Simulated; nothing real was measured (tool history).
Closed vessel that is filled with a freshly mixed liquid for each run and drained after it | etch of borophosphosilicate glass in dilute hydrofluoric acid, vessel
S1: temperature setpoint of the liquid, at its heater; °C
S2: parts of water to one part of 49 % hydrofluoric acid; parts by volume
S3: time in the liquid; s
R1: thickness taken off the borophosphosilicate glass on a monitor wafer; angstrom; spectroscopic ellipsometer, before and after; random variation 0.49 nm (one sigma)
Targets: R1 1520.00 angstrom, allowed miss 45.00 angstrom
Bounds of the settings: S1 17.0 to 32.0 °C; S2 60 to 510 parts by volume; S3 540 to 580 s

run	hour	S1	S2	S3	R1
1	0.0	24.0	285	540	491.00
2	3.2	26.0	225	540	711.91
3	6.5	26.0	150	540	1160.20
4	11.7	27.5	145	540	1279.40
5	13.0	28.5	145	540	1324.20
6	18.7	29.5	145	540	1373.60
7	23.4	30.0	145	540	1394.60
8	29.7	30.5	145	540	1422.20
9	34.8	31.0	145	540	1453.10

Which of these 5 next moves meets every target?
A	39.9	30.5	130	540	?
B	39.9	27.5	135	540	?
C	39.9	28.5	140	545	?
D	39.9	32.0	145	550	?
E	39.9	29.0	150	555	?

move	R1
A	1623.10
B	1390.30
C	1395.20
D	1532.20
E	1333.40
A: takes the result that was furthest off past its target
B: further off than the last run
C: further off than the last run
D: meets every target
E: further off than the last run
Answer: D
